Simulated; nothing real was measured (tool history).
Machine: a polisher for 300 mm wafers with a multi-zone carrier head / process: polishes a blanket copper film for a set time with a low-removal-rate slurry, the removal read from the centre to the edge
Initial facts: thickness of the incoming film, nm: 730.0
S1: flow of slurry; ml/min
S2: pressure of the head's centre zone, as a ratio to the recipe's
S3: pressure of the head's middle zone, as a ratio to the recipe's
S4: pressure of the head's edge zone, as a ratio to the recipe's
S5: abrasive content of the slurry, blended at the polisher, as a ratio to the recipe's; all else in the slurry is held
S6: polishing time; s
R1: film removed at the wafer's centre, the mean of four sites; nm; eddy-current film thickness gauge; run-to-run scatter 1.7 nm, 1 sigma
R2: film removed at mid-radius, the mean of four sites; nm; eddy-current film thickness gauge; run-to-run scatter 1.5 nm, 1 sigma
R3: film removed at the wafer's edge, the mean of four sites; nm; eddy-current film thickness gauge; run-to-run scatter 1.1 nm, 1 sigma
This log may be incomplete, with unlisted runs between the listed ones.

run 1 hour=0.0 | S1=150 S2=1.00 S3=1.00 S4=1.00 S5=1.00 S6=61 | R1=100.200 R2=96.270 R3=97.249
run 2 hour=1.1 | S1=150 S2=1.00 S3=1.00 S4=1.06 S5=1.00 S6=61 | R1=98.572 R2=97.474 R3=98.400
run 3 hour=3.5 | S1=155 S2=1.02 S3=0.97 S4=1.07 S5=1.10 S6=62 | R1=106.000 R2=100.770 R3=102.280
run 4 hour=6.2 | S1=155 S2=1.02 S3=0.97 S4=1.07 S5=1.10 S6=52 | R1=88.743 R2=80.687 R3=86.085
run 5 hour=13.0 | S1=185 S2=1.02 S3=0.97 S4=1.07 S5=1.10 S6=52 | R1=90.257 R2=84.802 R3=87.823
run 6 hour=21.9 | S1=175 S2=1.03 S3=0.94 S4=1.09 S5=1.15 S6=55 | R1=98.332 R2=88.157 R3=93.712
run 7 hour=24.6 | S1=175 S2=1.03 S3=0.94 S4=1.09 S5=1.15 S6=55 | R1=96.793 R2=88.871 R3=94.044
run 8 hour=25.5 | S1=165 S2=1.05 S3=0.92 S4=1.11 S5=1.20 S6=57 | R1=104.320 R2=88.868 R3=98.562
run 9 hour=28.1 | S1=165 S2=1.06 S3=0.91 S4=1.12 S5=1.25 S6=59 | R1=107.570 R2=92.643 R3=102.720

Run 10 comes next. What will it give?
run 10 hour=31.5 | S1=165 S2=1.07 S3=0.90 S4=1.13 S5=1.30 S6=61 | R1=? R2=? R3=?

{"run 10": {"R1": 116.52, "R2": 94.697, "R3": 108.16}}

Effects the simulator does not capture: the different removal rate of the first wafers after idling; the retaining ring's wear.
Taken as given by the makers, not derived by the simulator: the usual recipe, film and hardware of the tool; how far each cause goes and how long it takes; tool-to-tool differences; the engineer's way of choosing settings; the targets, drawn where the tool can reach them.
